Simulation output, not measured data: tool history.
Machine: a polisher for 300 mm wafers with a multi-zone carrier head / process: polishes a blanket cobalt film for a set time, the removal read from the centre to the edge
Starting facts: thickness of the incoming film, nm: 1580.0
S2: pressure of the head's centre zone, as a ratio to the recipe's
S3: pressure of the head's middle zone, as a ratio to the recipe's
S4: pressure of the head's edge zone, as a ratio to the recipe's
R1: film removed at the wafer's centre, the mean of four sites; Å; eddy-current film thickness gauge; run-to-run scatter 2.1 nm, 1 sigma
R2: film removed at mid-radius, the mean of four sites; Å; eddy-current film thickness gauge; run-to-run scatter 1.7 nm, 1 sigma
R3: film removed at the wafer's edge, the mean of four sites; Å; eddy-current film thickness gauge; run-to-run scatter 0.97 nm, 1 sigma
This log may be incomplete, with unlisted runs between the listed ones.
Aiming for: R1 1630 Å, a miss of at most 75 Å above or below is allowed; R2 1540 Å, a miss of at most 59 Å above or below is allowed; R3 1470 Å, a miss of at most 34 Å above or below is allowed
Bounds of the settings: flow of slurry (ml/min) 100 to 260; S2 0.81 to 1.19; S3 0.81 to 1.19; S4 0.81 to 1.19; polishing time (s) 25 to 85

{"run": 1, "day": 0.0, "flow of slurry (ml/min)": 165, "S2": 1, "S3": 1, "S4": 1, "polishing time (s)": 55, "R1": 1245.9, "R2": 1288.6, "R3": 1277.3}
{"run": 2, "day": 0.283, "flow of slurry (ml/min)": 170, "S2": 1.01, "S3": 1.01, "S4": 1.01, "polishing time (s)": 55, "R1": 1285.5, "R2": 1325.9, "R3": 1290.7}
{"run": 3, "day": 0.479, "flow of slurry (ml/min)": 175, "S2": 1.02, "S3": 1.01, "S4": 1.02, "polishing time (s)": 55, "R1": 1311, "R2": 1320.6, "R3": 1313.5}
{"run": 4, "day": 0.562, "flow of slurry (ml/min)": 175, "S2": 0.98, "S3": 1.01, "S4": 1.02, "polishing time (s)": 55, "R1": 1275.9, "R2": 1299.5, "R3": 1307.5}
{"run": 5, "day": 0.862, "flow of slurry (ml/min)": 175, "S2": 0.98, "S3": 1.01, "S4": 1.05, "polishing time (s)": 55, "R1": 1288.5, "R2": 1326.9, "R3": 1306.9}
{"run": 6, "day": 1.146, "flow of slurry (ml/min)": 175, "S2": 0.98, "S3": 1.01, "S4": 1.05, "polishing time (s)": 64, "R1": 1475.9, "R2": 1562.9, "R3": 1537.7}
{"run": 7, "day": 1.467, "flow of slurry (ml/min)": 175, "S2": 1, "S3": 1.01, "S4": 1.04, "polishing time (s)": 64, "R1": 1521.9, "R2": 1560.9, "R3": 1529.4}
{"run": 8, "day": 1.517, "flow of slurry (ml/min)": 175, "S2": 1.01, "S3": 1.01, "S4": 1.03, "polishing time (s)": 64, "R1": 1497.8, "R2": 1562.9, "R3": 1503.8}
{"run": 9, "day": 1.712, "flow of slurry (ml/min)": 175, "S2": 1.02, "S3": 1.01, "S4": 1.03, "polishing time (s)": 64, "R1": 1524.4, "R2": 1536.5, "R3": 1519.3}
{"run": 10, "day": 1.846, "flow of slurry (ml/min)": 175, "S2": 1.03, "S3": 1.01, "S4": 1.02, "polishing time (s)": 64, "R1": 1533.2, "R2": 1560.7, "R3": 1516.2}
{"run": 11, "day": 2.083, "flow of slurry (ml/min)": 175, "S2": 1.04, "S3": 1.01, "S4": 1.01, "polishing time (s)": 64, "R1": 1565.4, "R2": 1540.4, "R3": 1505.9}
{"run": 12, "day": 2.171, "flow of slurry (ml/min)": 175, "S2": 1.04, "S3": 1.01, "S4": 1, "polishing time (s)": 64, "R1": 1533.2, "R2": 1553.6, "R3": 1504.1}

Exactly one of the 4 candidate moves below puts every result within its allowed miss. Which one?
{"run": "A", "day": 2.258, "flow of slurry (ml/min)": 215, "S2": 1, "S3": 0.96, "S4": 1.02, "polishing time (s)": 64, "R1": "?", "R2": "?", "R3": "?"}
{"run": "B", "day": 2.258, "flow of slurry (ml/min)": 160, "S2": 0.98, "S3": 1.02, "S4": 0.97, "polishing time (s)": 64, "R1": "?", "R2": "?", "R3": "?"}
{"run": "C", "day": 2.258, "flow of slurry (ml/min)": 160, "S2": 0.94, "S3": 1.1, "S4": 0.98, "polishing time (s)": 63, "R1": "?", "R2": "?", "R3": "?"}
{"run": "D", "day": 2.258, "flow of slurry (ml/min)": 165, "S2": 1.12, "S3": 1.03, "S4": 0.99, "polishing time (s)": 63, "R1": "?", "R2": "?", "R3": "?"}

move=A R1=1521.6 R2=1541.4 R3=1529.1
move=B R1=1428.3 R2=1556.5 R3=1452.9
move=C R1=1357.6 R2=1634.2 R3=1434.4
move=D R1=1586.5 R2=1551.3 R3=1446.5
A: further off than the last run
B: further off than the last run
C: further off than the last run
D: in spec on every target
The right move is D.
